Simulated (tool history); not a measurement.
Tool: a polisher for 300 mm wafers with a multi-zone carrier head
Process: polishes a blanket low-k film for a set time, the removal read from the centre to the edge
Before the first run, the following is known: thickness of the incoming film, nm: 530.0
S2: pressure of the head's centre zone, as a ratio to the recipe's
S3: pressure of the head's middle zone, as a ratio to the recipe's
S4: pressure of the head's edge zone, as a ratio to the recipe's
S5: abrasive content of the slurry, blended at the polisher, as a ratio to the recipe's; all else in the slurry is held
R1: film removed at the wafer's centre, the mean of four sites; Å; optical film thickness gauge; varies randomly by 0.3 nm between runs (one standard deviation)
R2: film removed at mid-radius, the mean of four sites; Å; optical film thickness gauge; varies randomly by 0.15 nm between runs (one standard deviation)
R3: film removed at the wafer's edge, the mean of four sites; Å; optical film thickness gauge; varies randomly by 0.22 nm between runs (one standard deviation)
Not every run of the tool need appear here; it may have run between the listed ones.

run 1 hour=0.0 | flow_of_slurry_(ml/min)=315 S2=1.00 S3=1.00 S4=1.00 S5=1.00 polishing_time_(s)=68 | R1=310.73 R2=309.45 R3=304.64
run 2 hour=2.8 | flow_of_slurry_(ml/min)=315 S2=1.00 S3=1.00 S4=1.00 S5=1.00 polishing_time_(s)=61 | R1=280.74 R2=275.50 R3=281.22
run 3 hour=9.7 | flow_of_slurry_(ml/min)=315 S2=1.07 S3=1.00 S4=1.00 S5=1.00 polishing_time_(s)=61 | R1=296.87 R2=274.26 R3=277.31
run 4 hour=12.5 | flow_of_slurry_(ml/min)=310 S2=1.08 S3=0.96 S4=0.96 S5=0.85 polishing_time_(s)=59 | R1=266.75 R2=241.99 R3=241.43
run 5 hour=20.0 | flow_of_slurry_(ml/min)=310 S2=1.13 S3=0.96 S4=0.96 S5=0.85 polishing_time_(s)=59 | R1=275.68 R2=234.59 R3=240.21
run 6 hour=26.8 | flow_of_slurry_(ml/min)=305 S2=1.13 S3=0.92 S4=0.94 S5=0.75 polishing_time_(s)=58 | R1=250.81 R2=213.35 R3=222.04

Run 7, settings as shown, results not yet in. Your forecast:
run 7 hour=27.8 | flow_of_slurry_(ml/min)=300 S2=1.14 S3=0.89 S4=0.91 S5=0.70 polishing_time_(s)=58 | R1=? R2=? R3=?

R1: 254.93 Å
R2: 198.84 Å
R3: 212.02 Å

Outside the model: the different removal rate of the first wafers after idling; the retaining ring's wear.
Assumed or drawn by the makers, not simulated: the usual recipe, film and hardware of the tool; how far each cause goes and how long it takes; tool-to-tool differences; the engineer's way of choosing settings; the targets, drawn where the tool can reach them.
